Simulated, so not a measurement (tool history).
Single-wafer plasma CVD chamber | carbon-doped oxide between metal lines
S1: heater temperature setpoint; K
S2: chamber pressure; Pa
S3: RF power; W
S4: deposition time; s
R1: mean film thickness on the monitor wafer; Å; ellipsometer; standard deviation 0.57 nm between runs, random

{"run": 1, "hour": 0.0, "S1": 648.15, "S2": 768, "S3": 440, "S4": 32.2, "R1": 1465.2}
{"run": 2, "hour": 4.2, "S1": 648.15, "S2": 835, "S3": 440, "S4": 32.2, "R1": 1481.2}
{"run": 3, "hour": 12.6, "S1": 648.15, "S2": 712, "S3": 440, "S4": 32.2, "R1": 1455.7}
{"run": 4, "hour": 20.2, "S1": 648.15, "S2": 712, "S3": 400, "S4": 32.2, "R1": 1351.4}
{"run": 5, "hour": 25.1, "S1": 648.15, "S2": 712, "S3": 400, "S4": 32.2, "R1": 1357.1}
{"run": 6, "hour": 29.2, "S1": 657.15, "S2": 712, "S3": 400, "S4": 32.2, "R1": 1319}
{"run": 7, "hour": 30.2, "S1": 659.15, "S2": 684, "S3": 395, "S4": 32.2, "R1": 1282.2}

Forecast run 8:
{"run": 8, "hour": 38.3, "S1": 661.15, "S2": 671, "S3": 395, "S4": 32.2, "R1": "?"}

Run 8 produced R1 1284 Å.
